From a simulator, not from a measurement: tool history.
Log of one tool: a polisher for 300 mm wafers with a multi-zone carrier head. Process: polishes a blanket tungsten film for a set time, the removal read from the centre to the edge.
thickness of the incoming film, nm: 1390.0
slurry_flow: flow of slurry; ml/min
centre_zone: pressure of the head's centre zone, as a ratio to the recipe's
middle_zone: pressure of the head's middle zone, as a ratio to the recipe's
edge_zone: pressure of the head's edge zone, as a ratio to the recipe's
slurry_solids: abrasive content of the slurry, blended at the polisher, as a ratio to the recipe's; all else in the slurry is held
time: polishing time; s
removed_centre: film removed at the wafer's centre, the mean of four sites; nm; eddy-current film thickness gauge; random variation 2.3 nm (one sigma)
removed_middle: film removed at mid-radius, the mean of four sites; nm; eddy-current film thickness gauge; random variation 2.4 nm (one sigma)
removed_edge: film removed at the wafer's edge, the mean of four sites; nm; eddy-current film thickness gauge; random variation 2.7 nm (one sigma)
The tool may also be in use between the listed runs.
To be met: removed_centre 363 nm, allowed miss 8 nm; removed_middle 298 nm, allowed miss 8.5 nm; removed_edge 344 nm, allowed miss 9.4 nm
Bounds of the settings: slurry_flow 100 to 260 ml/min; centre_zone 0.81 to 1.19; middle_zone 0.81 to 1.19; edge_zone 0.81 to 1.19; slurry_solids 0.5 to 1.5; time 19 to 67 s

| run | hour | slurry_flow | centre_zone | middle_zone | edge_zone | slurry_solids | time | removed_centre | removed_middle | removed_edge |
|---|---|---|---|---|---|---|---|---|---|---|
| 1 | 0 | 165 | 1 | 1 | 1 | 1 | 43 | 275.5 | 273.08 | 273.83 |
| 2 | 1.6 | 190 | 1 | 1 | 1 | 1 | 43 | 280.79 | 280.69 | 279.96 |
| 3 | 3.5 | 205 | 1.05 | 0.98 | 1.06 | 1.1 | 43 | 308.92 | 284.33 | 297.65 |
| 4 | 8.9 | 205 | 1.05 | 0.98 | 1.09 | 1.1 | 43 | 308.5 | 288.71 | 303.33 |
| 5 | 17.3 | 215 | 1.08 | 0.96 | 1.12 | 1.15 | 43 | 321.33 | 285.4 | 316.11 |
| 6 | 18.3 | 215 | 1.03 | 0.96 | 1.12 | 1.15 | 43 | 306.45 | 281.98 | 315.35 |
| 7 | 20 | 225 | 1.07 | 0.95 | 1.14 | 1.2 | 43 | 322.28 | 288.68 | 325.02 |
| 8 | 26.3 | 235 | 1.1 | 0.94 | 1.15 | 1.2 | 43 | 332.65 | 286.75 | 329.88 |
| 9 | 27.1 | 240 | 1.12 | 0.94 | 1.16 | 1.2 | 43 | 344.49 | 291.88 | 329.79 |

Which of these 5 next moves meets every target?
| A | 27.9 | 255 | 1.12 | 0.91 | 1.15 | 1.2 | 45 | ? | ? | ? |
| B | 27.9 | 235 | 1.08 | 1 | 1.18 | 1.15 | 42 | ? | ? | ? |
| C | 27.9 | 260 | 1.06 | 0.97 | 1.19 | 1.45 | 41 | ? | ? | ? |
| D | 27.9 | 170 | 1.05 | 0.96 | 1.07 | 1.3 | 44 | ? | ? | ? |
| E | 27.9 | 225 | 1.12 | 0.92 | 1.17 | 1.15 | 45 | ? | ? | ? |

| move | removed_centre | removed_middle | removed_edge |
|---|---|---|---|
| A | 357.74 | 296.7 | 341.81 |
| B | 315.09 | 292.61 | 316.04 |
| C | 330.4 | 303.89 | 337.34 |
| D | 316.7 | 293.55 | 316.27 |
| E | 346.67 | 290.64 | 336.04 |
A: meets every target
B: further off than the last run
C: further off than the last run
D: further off than the last run
E: nearer than the last run, and not there yet
The right move is A.
